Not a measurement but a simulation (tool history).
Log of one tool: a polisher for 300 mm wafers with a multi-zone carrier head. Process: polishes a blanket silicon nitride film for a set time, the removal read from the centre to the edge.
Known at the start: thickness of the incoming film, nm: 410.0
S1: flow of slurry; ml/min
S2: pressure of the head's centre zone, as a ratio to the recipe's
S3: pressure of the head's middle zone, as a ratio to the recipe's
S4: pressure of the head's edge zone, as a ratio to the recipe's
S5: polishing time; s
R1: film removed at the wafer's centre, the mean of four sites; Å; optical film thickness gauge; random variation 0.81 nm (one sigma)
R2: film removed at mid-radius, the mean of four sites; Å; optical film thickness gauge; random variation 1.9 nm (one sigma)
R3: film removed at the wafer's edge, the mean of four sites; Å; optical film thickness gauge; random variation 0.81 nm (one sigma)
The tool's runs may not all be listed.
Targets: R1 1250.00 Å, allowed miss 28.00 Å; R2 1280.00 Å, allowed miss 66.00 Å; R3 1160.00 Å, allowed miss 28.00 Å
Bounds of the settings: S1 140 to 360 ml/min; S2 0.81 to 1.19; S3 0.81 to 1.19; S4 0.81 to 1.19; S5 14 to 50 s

| run | hour | S1 | S2 | S3 | S4 | S5 | R1 | R2 | R3 |
|---|---|---|---|---|---|---|---|---|---|
| 1 | 0.0 | 230 | 1.00 | 1.00 | 1.00 | 32 | 941.09 | 1005.30 | 970.04 |
| 2 | 0.6 | 230 | 1.00 | 1.00 | 1.00 | 24 | 702.85 | 729.68 | 733.41 |
| 3 | 3.9 | 250 | 1.05 | 1.04 | 1.05 | 27 | 823.75 | 866.23 | 838.87 |
| 4 | 5.7 | 250 | 1.05 | 1.04 | 1.11 | 27 | 832.74 | 860.10 | 868.75 |
| 5 | 14.4 | 265 | 1.09 | 1.07 | 1.13 | 29 | 923.27 | 933.96 | 924.00 |
| 6 | 18.4 | 265 | 1.02 | 1.07 | 1.13 | 29 | 879.02 | 952.81 | 937.06 |
| 7 | 26.7 | 280 | 1.06 | 1.10 | 1.14 | 31 | 973.71 | 1044.10 | 1014.90 |
| 8 | 29.7 | 295 | 1.10 | 1.13 | 1.14 | 32 | 1042.30 | 1105.00 | 1052.10 |
| 9 | 34.3 | 335 | 1.19 | 1.19 | 1.13 | 35 | 1234.80 | 1306.40 | 1152.30 |
| 10 | 35.4 | 335 | 1.19 | 1.18 | 1.13 | 35 | 1221.20 | 1291.80 | 1145.80 |
| 11 | 40.2 | 335 | 1.19 | 1.17 | 1.12 | 35 | 1207.30 | 1259.90 | 1147.70 |
| 12 | 47.4 | 310 | 1.19 | 1.17 | 1.13 | 35 | 1210.80 | 1269.40 | 1153.40 |
| 13 | 56.1 | 325 | 1.19 | 1.16 | 1.12 | 35 | 1214.70 | 1267.40 | 1154.80 |
| 14 | 57.7 | 335 | 1.19 | 1.15 | 1.09 | 35 | 1220.00 | 1283.60 | 1135.90 |
| 15 | 64.3 | 340 | 1.19 | 1.14 | 1.09 | 35 | 1223.10 | 1271.80 | 1139.80 |
| 16 | 67.9 | 345 | 1.19 | 1.13 | 1.09 | 35 | 1224.90 | 1242.20 | 1131.20 |

Which of these 4 next moves meets every target?
| A | 71.5 | 295 | 1.14 | 1.19 | 0.96 | 36 | ? | ? | ? |
| B | 71.5 | 355 | 1.19 | 1.11 | 1.08 | 34 | ? | ? | ? |
| C | 71.5 | 340 | 1.13 | 1.17 | 1.07 | 35 | ? | ? | ? |
| D | 71.5 | 360 | 1.19 | 1.13 | 1.07 | 36 | ? | ? | ? |

| move | R1 | R2 | R3 |
|---|---|---|---|
| A | 1185.90 | 1293.20 | 1086.70 |
| B | 1179.30 | 1169.50 | 1098.50 |
| C | 1161.90 | 1255.40 | 1121.80 |
| D | 1250.40 | 1258.90 | 1158.70 |
A: further off than the last run
B: further off than the last run
C: further off than the last run
D: meets every target
The right move is D.
